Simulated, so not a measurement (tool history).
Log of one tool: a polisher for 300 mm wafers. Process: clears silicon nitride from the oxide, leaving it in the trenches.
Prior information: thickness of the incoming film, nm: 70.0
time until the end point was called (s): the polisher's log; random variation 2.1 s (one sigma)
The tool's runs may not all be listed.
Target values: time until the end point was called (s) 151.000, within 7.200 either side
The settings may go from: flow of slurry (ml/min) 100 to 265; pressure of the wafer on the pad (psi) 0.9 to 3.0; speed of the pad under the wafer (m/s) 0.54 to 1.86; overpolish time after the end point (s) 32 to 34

run  hour  flow of slurry (ml/min)  pressure of the wafer on the pad (psi)  speed of the pad under the wafer (m/s)  overpolish time after the end point (s)  time until the end point was called (s)
  1   0.0                      170                                     1.9                                    1.18                                       32                                   95.357
  2   3.3                      170                                     1.9                                    1.18                                       32                                   96.060
  3   8.8                      170                                     1.8                                    1.18                                       32                                  102.500
  4   9.6                      170                                     1.7                                    1.18                                       32                                  107.440
  5  15.0                      170                                     2.0                                    1.18                                       32                                   92.653
  6  20.6                      170                                     1.9                                    1.18                                       32                                   97.425
  7  26.0                      170                                     1.8                                    1.18                                       32                                   98.007
  8  29.6                      170                                     1.7                                    1.16                                       32                                  106.840
  9  31.2                      170                                     1.6                                    1.16                                       32                                  114.630
 10  38.3                      170                                     1.5                                    1.16                                       32                                  123.540
 11  43.4                      170                                     1.3                                    1.16                                       32                                  139.480

Of the 4 settings listed for the next run, only one would bring every result within its allowed miss of target. Which one?
  A  48.5                      185                                     1.3                                    1.34                                       32                                        ?
  B  48.5                      180                                     1.3                                    1.08                                       34                                        ?
  C  48.5                      175                                     1.4                                    1.08                                       34                                        ?
  D  48.5                      165                                     1.3                                    1.22                                       34                                        ?

move  time until the end point was called (s)
   A                                  121.170
   B                                  149.880
   C                                  140.100
   D                                  134.650
A: moves away from the targets compared with the last run
B: all results in spec
C: gains on the last run, yet a result remains outside its allowed miss
D: moves away from the targets compared with the last run
Correct choice: B, which meets every target

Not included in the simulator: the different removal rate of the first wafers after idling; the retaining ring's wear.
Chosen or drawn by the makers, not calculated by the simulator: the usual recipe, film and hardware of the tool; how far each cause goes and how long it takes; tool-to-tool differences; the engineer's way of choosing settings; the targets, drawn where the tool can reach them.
